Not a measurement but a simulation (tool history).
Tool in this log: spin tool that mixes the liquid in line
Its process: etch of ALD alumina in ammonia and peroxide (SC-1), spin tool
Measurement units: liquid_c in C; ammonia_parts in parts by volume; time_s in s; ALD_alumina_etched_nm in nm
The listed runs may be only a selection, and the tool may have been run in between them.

run 1 hour=0 | liquid_c=56 ammonia_parts=0.65 time_s=300 | ALD_alumina_etched_nm=22.421
run 2 hour=2 | liquid_c=53 ammonia_parts=0.65 time_s=300 | ALD_alumina_etched_nm=19.273
run 3 hour=7.5 | liquid_c=57 ammonia_parts=0.65 time_s=300 | ALD_alumina_etched_nm=23.568
run 4 hour=9.1 | liquid_c=50 ammonia_parts=0.65 time_s=300 | ALD_alumina_etched_nm=16.008
run 5 hour=16.9 | liquid_c=50 ammonia_parts=0.65 time_s=300 | ALD_alumina_etched_nm=16.021
run 6 hour=23.9 | liquid_c=50 ammonia_parts=0.8 time_s=300 | ALD_alumina_etched_nm=16.529
run 7 hour=24.7 | liquid_c=52 ammonia_parts=0.8 time_s=300 | ALD_alumina_etched_nm=18.248
run 8 hour=27.8 | liquid_c=54 ammonia_parts=0.8 time_s=300 | ALD_alumina_etched_nm=20.067
run 9 hour=36.5 | liquid_c=55.5 ammonia_parts=0.8 time_s=300 | ALD_alumina_etched_nm=21.813

Run 10, settings as shown, results not yet in. Your forecast:
run 10 hour=44.7 | liquid_c=57 ammonia_parts=0.8 time_s=300 | ALD_alumina_etched_nm=?

{"run 10": {"ALD_alumina_etched_nm": 23.743}}
